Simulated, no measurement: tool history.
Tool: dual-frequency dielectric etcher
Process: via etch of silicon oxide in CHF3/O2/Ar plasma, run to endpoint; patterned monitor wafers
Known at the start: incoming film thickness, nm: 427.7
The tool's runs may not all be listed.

{"run": 1, "day": 0.0, "source power (kW)": 0.66, "bias power (kW)": 0.205, "endpoint time (s)": 189.53}
{"run": 2, "day": 0.058, "source power (kW)": 0.59, "bias power (kW)": 0.189, "endpoint time (s)": 204.45}
{"run": 3, "day": 0.15, "source power (kW)": 0.59, "bias power (kW)": 0.172, "endpoint time (s)": 212.95}
{"run": 4, "day": 0.229, "source power (kW)": 0.54, "bias power (kW)": 0.169, "endpoint time (s)": 222.14}
{"run": 5, "day": 0.458, "source power (kW)": 0.62, "bias power (kW)": 0.169, "endpoint time (s)": 210.95}
{"run": 6, "day": 0.571, "source power (kW)": 0.51, "bias power (kW)": 0.169, "endpoint time (s)": 225.33}

Forecast run 7:
{"run": 7, "day": 0.608, "source power (kW)": 0.48, "bias power (kW)": 0.167, "endpoint time (s)": "?"}

Run 7 gave endpoint time (s) 230.16.
